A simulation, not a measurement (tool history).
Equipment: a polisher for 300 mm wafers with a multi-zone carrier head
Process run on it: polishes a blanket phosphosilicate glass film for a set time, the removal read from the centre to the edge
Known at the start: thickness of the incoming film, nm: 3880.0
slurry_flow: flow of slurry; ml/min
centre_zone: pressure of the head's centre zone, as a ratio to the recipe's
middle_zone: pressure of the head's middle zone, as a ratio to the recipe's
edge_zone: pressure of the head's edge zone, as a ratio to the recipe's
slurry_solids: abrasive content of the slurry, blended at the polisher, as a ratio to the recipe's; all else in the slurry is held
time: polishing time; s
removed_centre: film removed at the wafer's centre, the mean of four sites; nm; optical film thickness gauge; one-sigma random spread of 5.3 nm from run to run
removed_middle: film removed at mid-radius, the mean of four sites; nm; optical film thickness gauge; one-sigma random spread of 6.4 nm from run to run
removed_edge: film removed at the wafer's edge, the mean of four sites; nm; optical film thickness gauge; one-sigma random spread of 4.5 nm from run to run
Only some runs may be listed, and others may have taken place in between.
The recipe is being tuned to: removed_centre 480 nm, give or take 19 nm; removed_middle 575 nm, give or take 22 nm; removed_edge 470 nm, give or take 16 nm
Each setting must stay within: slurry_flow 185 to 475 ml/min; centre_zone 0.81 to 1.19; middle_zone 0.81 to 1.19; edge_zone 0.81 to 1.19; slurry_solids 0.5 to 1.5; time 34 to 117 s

run,hour,slurry_flow,centre_zone,middle_zone,edge_zone,slurry_solids,time,removed_centre,removed_middle,removed_edge
1,0,305,1,1,1,1,75,592.26,601.61,571.14
2,5.1,255,1,1,1,1,75,588.96,593.96,559.83
3,6.5,310,1,1,1,1,75,589.47,609.44,567.31
4,9.4,310,1,1,1,0.8,75,506.43,521.57,495.29
5,14.9,310,1,1,0.97,0.8,75,512.37,525.65,482.89
6,20.1,310,1,0.92,0.97,0.8,75,497.37,485.03,486.95
7,21.8,315,0.98,0.97,0.96,0.8,75,500.84,502.62,480.39
8,25.1,320,0.96,1.03,0.97,0.8,75,480.84,541.11,496.2

Exactly one of the 5 candidate moves below puts every result within its allowed miss. Which one?
A,28.4,310,0.88,1.02,0.93,0.95,72,?,?,?
B,28.4,340,0.91,1.04,1.05,0.9,72,?,?,?
C,28.4,280,0.95,1.07,0.99,1,71,?,?,?
D,28.4,420,0.97,1.17,0.97,1,61,?,?,?
E,28.4,325,0.84,1.06,0.98,0.8,83,?,?,?

move,removed_centre,removed_middle,removed_edge
A,480.55,565.4,511.85
B,484.16,558.67,526.81
C,522.86,592.09,532.34
D,476.84,566.5,464.49
E,470.85,598.59,537.59
A: lands further from the targets than the last run did
B: lands further from the targets than the last run did
C: lands further from the targets than the last run did
D: in spec on every target
E: lands further from the targets than the last run did
Move D is the one to make.
